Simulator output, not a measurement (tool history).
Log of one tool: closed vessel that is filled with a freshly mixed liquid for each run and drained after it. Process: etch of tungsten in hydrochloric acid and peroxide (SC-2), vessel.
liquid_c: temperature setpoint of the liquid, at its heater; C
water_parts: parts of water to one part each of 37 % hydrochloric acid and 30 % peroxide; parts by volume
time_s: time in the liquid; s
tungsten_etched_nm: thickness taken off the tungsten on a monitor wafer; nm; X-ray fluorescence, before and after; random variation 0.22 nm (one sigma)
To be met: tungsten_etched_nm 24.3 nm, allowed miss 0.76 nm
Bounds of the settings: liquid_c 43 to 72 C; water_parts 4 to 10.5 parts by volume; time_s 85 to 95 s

run  hour  liquid_c  water_parts  time_s  tungsten_etched_nm
  1     0        59          5.5      85              43.084
  2   7.2        56          5.5      85              35.619
  3  15.7        54          5.5      85              30.787
  4  24.3        53          5.5      85              29.191
  5  26.2        53          5.5      85               29.02
  6  29.3        53          5.5      95              32.288
     33.8  -- chemicals flow meter replaced
  7  33.8      51.5          5.5      95               32.91
  8  36.5      49.5          5.5      95              27.733
  9  41.6        49          5.5      95              27.164
 10  49.4      48.5          5.5      95              26.758
 11  50.8        48          5.5      95               25.37

4 next moves are on the table. One of them brings every result within its allowed miss. Which?
  A  52.2        47            5      85                   ?
  B  52.2      46.5            4      90                   ?
  C  52.2        47            5      90                   ?
  D  52.2        50          6.5      85                   ?

move  tungsten_etched_nm
   A               22.79
   B              27.211
   C               24.13
   D              22.967
A: takes the result that was furthest off past its target
B: further off than the last run
C: meets every target
D: takes the result that was furthest off past its target
The right move is C.

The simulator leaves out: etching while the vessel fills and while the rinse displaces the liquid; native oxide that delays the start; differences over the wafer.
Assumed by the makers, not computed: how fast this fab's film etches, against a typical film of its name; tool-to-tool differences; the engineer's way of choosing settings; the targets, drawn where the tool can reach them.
